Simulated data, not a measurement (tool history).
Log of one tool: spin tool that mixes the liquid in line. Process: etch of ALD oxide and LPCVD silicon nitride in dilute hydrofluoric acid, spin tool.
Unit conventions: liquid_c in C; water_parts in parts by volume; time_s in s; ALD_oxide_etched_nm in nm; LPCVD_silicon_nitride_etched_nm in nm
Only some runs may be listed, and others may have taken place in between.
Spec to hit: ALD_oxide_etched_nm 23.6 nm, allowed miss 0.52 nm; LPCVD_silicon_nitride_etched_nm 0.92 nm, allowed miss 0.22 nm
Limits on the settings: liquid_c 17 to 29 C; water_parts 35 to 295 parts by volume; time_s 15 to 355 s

run	hour	liquid_c	water_parts	time_s	ALD_oxide_etched_nm	LPCVD_silicon_nitride_etched_nm
1	0	21	165	180	10.82	0.45855
2	1.6	21	120	180	15.448	0.57381
3	7.5	22	115	180	16.81	0.7299
4	13.5	22	110	180	17.843	0.68356
5	16.4	22	110	230	22.627	0.84489
6	18.1	22	110	310	30.851	1.1861
7	22.8	21.5	110	310	30.298	1.2573
8	31.1	21	110	310	29.454	1.0859
9	39.8	20.5	110	310	28.872	1.0412
10	46.6	20	110	310	28.339	1.0395
11	54.9	19.5	110	310	27.636	0.90726
12	63.5	19.5	115	310	26.371	1.1298
13	70.4	19	115	305	25.41	0.88316

Below are 4 possible settings for the next run. Only one of them brings all results inside the allowed miss of their targets. Which is it?
A	77.3	20.5	130	305	?	?
B	77.3	22	145	315	?	?
C	77.3	18.5	120	325	?	?
D	77.3	20	100	240	?	?

move	ALD_oxide_etched_nm	LPCVD_silicon_nitride_etched_nm
A	23.418	0.90803
B	22.638	0.93097
C	25.191	0.91352
D	24.261	0.89247
A: all results land within tolerance of their targets
B: carries the result that was furthest off beyond its target, to the other side
C: better than the last run, though not everything is in spec
D: better than the last run, though not everything is in spec
Move A is the one to make.
